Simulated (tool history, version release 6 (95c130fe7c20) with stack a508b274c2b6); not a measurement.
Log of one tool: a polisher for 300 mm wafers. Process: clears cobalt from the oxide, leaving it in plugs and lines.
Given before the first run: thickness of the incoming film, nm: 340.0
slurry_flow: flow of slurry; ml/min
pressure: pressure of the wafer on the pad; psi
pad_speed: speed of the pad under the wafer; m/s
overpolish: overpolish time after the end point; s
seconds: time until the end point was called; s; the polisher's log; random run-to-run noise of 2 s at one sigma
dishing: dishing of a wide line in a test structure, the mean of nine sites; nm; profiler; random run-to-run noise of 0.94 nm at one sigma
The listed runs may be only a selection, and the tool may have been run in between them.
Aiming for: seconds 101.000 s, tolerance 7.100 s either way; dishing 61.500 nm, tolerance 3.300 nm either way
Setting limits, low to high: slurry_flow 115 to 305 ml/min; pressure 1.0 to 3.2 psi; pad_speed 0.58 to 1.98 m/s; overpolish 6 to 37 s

{"run": 1, "hour": 0.0, "slurry_flow": 195, "pressure": 2.1, "pad_speed": 1.28, "overpolish": 19, "seconds": 48.899, "dishing": 68.194}
{"run": 2, "hour": 1.9, "slurry_flow": 195, "pressure": 2.1, "pad_speed": 1.18, "overpolish": 19, "seconds": 54.961, "dishing": 66.345}
{"run": 3, "hour": 3.5, "slurry_flow": 195, "pressure": 2.1, "pad_speed": 1.18, "overpolish": 22, "seconds": 55.347, "dishing": 69.884}
{"run": 4, "hour": 9.1, "slurry_flow": 195, "pressure": 2.1, "pad_speed": 1.18, "overpolish": 28, "seconds": 54.479, "dishing": 73.854}
{"run": 5, "hour": 18.0, "slurry_flow": 195, "pressure": 1.9, "pad_speed": 1.14, "overpolish": 29, "seconds": 59.539, "dishing": 73.114}
{"run": 6, "hour": 24.9, "slurry_flow": 195, "pressure": 1.7, "pad_speed": 1.08, "overpolish": 29, "seconds": 73.733, "dishing": 69.024}
{"run": 7, "hour": 32.0, "slurry_flow": 195, "pressure": 1.6, "pad_speed": 1.08, "overpolish": 29, "seconds": 73.951, "dishing": 67.153}
{"run": 8, "hour": 34.9, "slurry_flow": 195, "pressure": 1.5, "pad_speed": 1.06, "overpolish": 30, "seconds": 84.55, "dishing": 66.102}
{"run": 9, "hour": 38.2, "slurry_flow": 195, "pressure": 1.4, "pad_speed": 1.06, "overpolish": 30, "seconds": 87.269, "dishing": 66.694}
{"run": 10, "hour": 40.5, "slurry_flow": 195, "pressure": 1.4, "pad_speed": 1.06, "overpolish": 29, "seconds": 87.135, "dishing": 62.553}

Pick the move, out of 4, that brings all results within their allowed miss; only one does.
{"run": "A", "hour": 42.8, "slurry_flow": 165, "pressure": 1.5, "pad_speed": 0.76, "overpolish": 31, "seconds": "?", "dishing": "?"}
{"run": "B", "hour": 42.8, "slurry_flow": 230, "pressure": 1.3, "pad_speed": 0.98, "overpolish": 30, "seconds": "?", "dishing": "?"}
{"run": "C", "hour": 42.8, "slurry_flow": 230, "pressure": 1.3, "pad_speed": 1.14, "overpolish": 23, "seconds": "?", "dishing": "?"}
{"run": "D", "hour": 42.8, "slurry_flow": 210, "pressure": 1.5, "pad_speed": 1.1, "overpolish": 24, "seconds": "?", "dishing": "?"}

move=A seconds=113.600 dishing=58.080
move=B seconds=98.601 dishing=61.130
move=C seconds=85.227 dishing=57.585
move=D seconds=77.644 dishing=61.398
A: carries the result that was furthest off beyond its target, to the other side
B: in spec on every target
C: further off than the last run
D: further off than the last run
B is the move that brings every result within its allowed miss.

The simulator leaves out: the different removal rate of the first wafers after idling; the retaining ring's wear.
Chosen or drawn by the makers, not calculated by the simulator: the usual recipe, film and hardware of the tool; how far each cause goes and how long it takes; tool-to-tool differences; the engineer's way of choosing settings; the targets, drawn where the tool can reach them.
